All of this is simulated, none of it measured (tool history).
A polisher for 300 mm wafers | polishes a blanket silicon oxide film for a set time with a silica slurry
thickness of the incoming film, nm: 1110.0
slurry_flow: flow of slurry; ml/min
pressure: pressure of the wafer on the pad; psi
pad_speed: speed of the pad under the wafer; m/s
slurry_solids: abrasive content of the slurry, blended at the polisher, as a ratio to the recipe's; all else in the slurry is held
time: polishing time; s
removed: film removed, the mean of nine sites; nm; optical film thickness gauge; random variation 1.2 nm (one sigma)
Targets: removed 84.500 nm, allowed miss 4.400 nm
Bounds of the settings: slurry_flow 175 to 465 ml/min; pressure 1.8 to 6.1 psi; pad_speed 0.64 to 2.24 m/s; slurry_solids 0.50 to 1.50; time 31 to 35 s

run  hour  slurry_flow  pressure  pad_speed  slurry_solids  time  removed
  1   0.0          295       3.9       1.44           1.00    35  121.410
  2   8.2          295       3.5       1.44           1.00    35  115.030
  3  16.0          295       3.5       1.22           1.00    35   99.669
  4  19.7          295       3.5       1.38           1.00    35  107.120
  5  23.5          295       4.2       1.38           1.00    35  128.680
  6  25.0          295       3.7       1.36           1.00    35  116.480
  7  25.8          295       3.3       1.34           1.00    35  101.020
  8  30.6          295       3.1       1.34           1.00    35   98.544
  9  36.9          295       2.9       1.32           1.00    35   90.311

Which of these 5 next moves meets every target?
  A  43.2          270       3.9       1.14           0.85    35        ?
  B  43.2          305       2.4       1.34           1.15    31        ?
  C  43.2          250       3.1       1.42           0.90    31        ?
  D  43.2          385       2.7       1.62           1.05    31        ?
  E  43.2          285       2.9       1.28           1.00    31        ?

move  removed
   A   95.626
   B   74.798
   C   85.023
   D   93.647
   E   78.544
A: further off than the last run
B: takes the result that was furthest off past its target
C: meets every target
D: further off than the last run
E: takes the result that was furthest off past its target
The right move is C.

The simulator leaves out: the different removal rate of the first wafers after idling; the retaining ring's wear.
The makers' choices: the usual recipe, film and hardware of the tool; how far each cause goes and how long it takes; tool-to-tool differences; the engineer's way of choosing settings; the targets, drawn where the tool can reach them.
